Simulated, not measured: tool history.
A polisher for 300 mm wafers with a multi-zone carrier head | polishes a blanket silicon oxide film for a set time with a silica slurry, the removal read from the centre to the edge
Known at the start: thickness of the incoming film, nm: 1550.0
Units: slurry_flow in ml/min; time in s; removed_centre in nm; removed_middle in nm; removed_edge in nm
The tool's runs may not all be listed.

| run | hour | slurry_flow | centre_zone | middle_zone | edge_zone | slurry_solids | time | removed_centre | removed_middle | removed_edge |
|---|---|---|---|---|---|---|---|---|---|---|
| 1 | 0.0 | 150 | 1.00 | 1.00 | 1.00 | 1.00 | 72 | 166.90 | 167.31 | 167.84 |
| 2 | 3.4 | 150 | 1.00 | 1.00 | 1.05 | 1.00 | 72 | 168.41 | 161.98 | 170.79 |
| 3 | 5.5 | 160 | 1.04 | 1.01 | 1.07 | 1.15 | 75 | 192.13 | 185.85 | 190.42 |
| 4 | 10.8 | 170 | 1.08 | 0.99 | 1.09 | 1.25 | 78 | 215.65 | 191.90 | 200.36 |
| 5 | 12.0 | 150 | 1.08 | 0.99 | 1.09 | 1.25 | 78 | 212.14 | 185.56 | 204.18 |
| 6 | 17.9 | 150 | 1.11 | 1.00 | 1.09 | 1.30 | 81 | 231.32 | 199.71 | 212.55 |
| 7 | 23.3 | 150 | 1.13 | 1.00 | 1.10 | 1.35 | 84 | 239.42 | 212.23 | 226.32 |
| 8 | 28.0 | 160 | 1.15 | 0.99 | 1.11 | 1.40 | 86 | 259.72 | 213.00 | 240.93 |
| 9 | 31.8 | 170 | 1.16 | 1.00 | 1.11 | 1.45 | 87 | 271.99 | 229.71 | 244.52 |
| 10 | 35.3 | 175 | 1.17 | 1.00 | 1.12 | 1.45 | 88 | 276.32 | 226.08 | 248.99 |

Forecast run 11:
| 11 | 43.0 | 175 | 1.18 | 1.00 | 1.12 | 1.45 | 89 | ? | ? | ? |

removed_centre: 281.17 nm
removed_middle: 237.85 nm
removed_edge: 254.85 nm

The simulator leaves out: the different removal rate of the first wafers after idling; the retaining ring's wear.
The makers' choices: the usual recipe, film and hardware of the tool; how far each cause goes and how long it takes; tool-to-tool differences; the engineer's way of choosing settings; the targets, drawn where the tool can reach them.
